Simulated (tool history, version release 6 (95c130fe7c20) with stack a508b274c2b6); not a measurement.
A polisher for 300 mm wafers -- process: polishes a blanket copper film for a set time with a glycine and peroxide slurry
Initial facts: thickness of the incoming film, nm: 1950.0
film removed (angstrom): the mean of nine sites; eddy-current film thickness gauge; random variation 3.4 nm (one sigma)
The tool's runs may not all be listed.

| run | hour | flow of slurry (ml/min) | pressure of the wafer on the pad (psi) | speed of the pad under the wafer (m/s) | polishing time (s) | film removed (angstrom) |
|---|---|---|---|---|---|---|
| 1 | 0.0 | 160 | 2.3 | 1.26 | 40 | 2298.7 |
| 2 | 5.3 | 160 | 2.3 | 1.26 | 40 | 2290.7 |
| 3 | 12.9 | 160 | 2.3 | 1.26 | 40 | 2294.8 |
| 4 | 13.6 | 165 | 2.5 | 1.26 | 40 | 2454.6 |
| 5 | 22.2 | 165 | 2.7 | 1.26 | 40 | 2568.3 |
| 6 | 22.9 | 165 | 2.2 | 1.26 | 40 | 2129.0 |
|  | 25.4 | head pressure recalibrated |
| 7 | 25.4 | 160 | 2.4 | 1.26 | 40 | 2160.9 |
| 8 | 29.1 | 175 | 2.4 | 1.26 | 40 | 2202.6 |
| 9 | 35.3 | 175 | 2.4 | 1.26 | 40 | 2165.0 |

Estimate the outcome of run 10 from the log above:
| 10 | 39.8 | 185 | 3.0 | 1.30 | 40 | ? |

{"run 10": {"film removed (angstrom)": 2695.1}}
